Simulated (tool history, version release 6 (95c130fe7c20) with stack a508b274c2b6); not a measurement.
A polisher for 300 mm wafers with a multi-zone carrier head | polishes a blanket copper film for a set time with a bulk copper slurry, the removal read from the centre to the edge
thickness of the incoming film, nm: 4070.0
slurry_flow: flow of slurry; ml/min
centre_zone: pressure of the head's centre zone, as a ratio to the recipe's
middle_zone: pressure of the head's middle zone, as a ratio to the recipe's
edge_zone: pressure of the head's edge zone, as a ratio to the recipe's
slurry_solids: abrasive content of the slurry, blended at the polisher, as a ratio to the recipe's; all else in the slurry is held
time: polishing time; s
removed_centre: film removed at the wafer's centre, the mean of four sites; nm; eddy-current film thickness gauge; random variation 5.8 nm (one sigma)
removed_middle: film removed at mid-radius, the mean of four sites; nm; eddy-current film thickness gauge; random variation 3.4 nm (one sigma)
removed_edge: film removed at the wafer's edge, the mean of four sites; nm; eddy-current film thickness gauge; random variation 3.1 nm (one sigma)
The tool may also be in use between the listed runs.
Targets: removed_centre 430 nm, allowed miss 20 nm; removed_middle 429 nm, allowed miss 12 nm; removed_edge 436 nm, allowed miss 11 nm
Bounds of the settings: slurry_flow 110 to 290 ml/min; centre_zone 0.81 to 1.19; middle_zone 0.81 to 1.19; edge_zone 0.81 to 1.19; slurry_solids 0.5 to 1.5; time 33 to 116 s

{"run": 1, "hour": 0.0, "slurry_flow": 185, "centre_zone": 1, "middle_zone": 1, "edge_zone": 1, "slurry_solids": 1, "time": 74, "removed_centre": 429.25, "removed_middle": 449.84, "removed_edge": 441.57}
{"run": 2, "hour": 4.2, "slurry_flow": 185, "centre_zone": 0.95, "middle_zone": 1, "edge_zone": 1, "slurry_solids": 1, "time": 74, "removed_centre": 418.64, "removed_middle": 444.65, "removed_edge": 440.9}
{"run": 3, "hour": 11.8, "slurry_flow": 185, "centre_zone": 0.95, "middle_zone": 1.05, "edge_zone": 1, "slurry_solids": 1, "time": 74, "removed_centre": 407.06, "removed_middle": 465.68, "removed_edge": 437.63}
{"run": 4, "hour": 14.9, "slurry_flow": 185, "centre_zone": 0.91, "middle_zone": 1.05, "edge_zone": 1, "slurry_solids": 1, "time": 74, "removed_centre": 401.27, "removed_middle": 459.26, "removed_edge": 435.81}
{"run": 5, "hour": 15.8, "slurry_flow": 185, "centre_zone": 0.91, "middle_zone": 1.05, "edge_zone": 1, "slurry_solids": 1, "time": 81, "removed_centre": 437.13, "removed_middle": 507.79, "removed_edge": 480.45}
{"run": 6, "hour": 23.2, "slurry_flow": 175, "centre_zone": 0.91, "middle_zone": 1.02, "edge_zone": 0.97, "slurry_solids": 1, "time": 81, "removed_centre": 436.89, "removed_middle": 499.87, "removed_edge": 473.05}
{"run": 7, "hour": 25.7, "slurry_flow": 170, "centre_zone": 0.92, "middle_zone": 0.98, "edge_zone": 0.95, "slurry_solids": 0.95, "time": 81, "removed_centre": 423.92, "removed_middle": 470.59, "removed_edge": 464}
{"hour": 33.9, "done": "worn pad replaced by a new one"}
{"run": 8, "hour": 33.9, "slurry_flow": 165, "centre_zone": 0.94, "middle_zone": 0.96, "edge_zone": 0.93, "slurry_solids": 0.95, "time": 81, "removed_centre": 480.6, "removed_middle": 513.56, "removed_edge": 509.59}
{"run": 9, "hour": 36.0, "slurry_flow": 180, "centre_zone": 0.96, "middle_zone": 0.97, "edge_zone": 0.97, "slurry_solids": 0.9, "time": 80, "removed_centre": 493.85, "removed_middle": 508.43, "removed_edge": 522.85}
{"run": 10, "hour": 41.5, "slurry_flow": 130, "centre_zone": 0.93, "middle_zone": 0.87, "edge_zone": 0.87, "slurry_solids": 0.7, "time": 79, "removed_centre": 430.41, "removed_middle": 425.1, "removed_edge": 449.59}

Which of these 5 next moves meets every target?
{"run": "A", "hour": 47.0, "slurry_flow": 125, "centre_zone": 0.89, "middle_zone": 0.87, "edge_zone": 0.88, "slurry_solids": 0.7, "time": 80, "removed_centre": "?", "removed_middle": "?", "removed_edge": "?"}
{"run": "B", "hour": 47.0, "slurry_flow": 125, "centre_zone": 0.95, "middle_zone": 0.87, "edge_zone": 0.88, "slurry_solids": 0.8, "time": 79, "removed_centre": "?", "removed_middle": "?", "removed_edge": "?"}
{"run": "C", "hour": 47.0, "slurry_flow": 110, "centre_zone": 0.89, "middle_zone": 0.86, "edge_zone": 0.91, "slurry_solids": 0.55, "time": 87, "removed_centre": "?", "removed_middle": "?", "removed_edge": "?"}
{"run": "D", "hour": 47.0, "slurry_flow": 115, "centre_zone": 0.94, "middle_zone": 0.89, "edge_zone": 0.93, "slurry_solids": 0.9, "time": 77, "removed_centre": "?", "removed_middle": "?", "removed_edge": "?"}
{"run": "E", "hour": 47.0, "slurry_flow": 115, "centre_zone": 0.95, "middle_zone": 0.89, "edge_zone": 0.83, "slurry_solids": 0.8, "time": 78, "removed_centre": "?", "removed_middle": "?", "removed_edge": "?"}

move=A removed_centre=408.34 removed_middle=424.07 removed_edge=451.06
move=B removed_centre=437.01 removed_middle=427.51 removed_edge=454.86
move=C removed_centre=419.05 removed_middle=432.21 removed_edge=474.06
move=D removed_centre=423.9 removed_middle=427.31 removed_edge=459.18
move=E removed_centre=425.3 removed_middle=424.64 removed_edge=433.46
A: further off than the last run
B: further off than the last run
C: further off than the last run
D: further off than the last run
E: meets every target
Answer: E

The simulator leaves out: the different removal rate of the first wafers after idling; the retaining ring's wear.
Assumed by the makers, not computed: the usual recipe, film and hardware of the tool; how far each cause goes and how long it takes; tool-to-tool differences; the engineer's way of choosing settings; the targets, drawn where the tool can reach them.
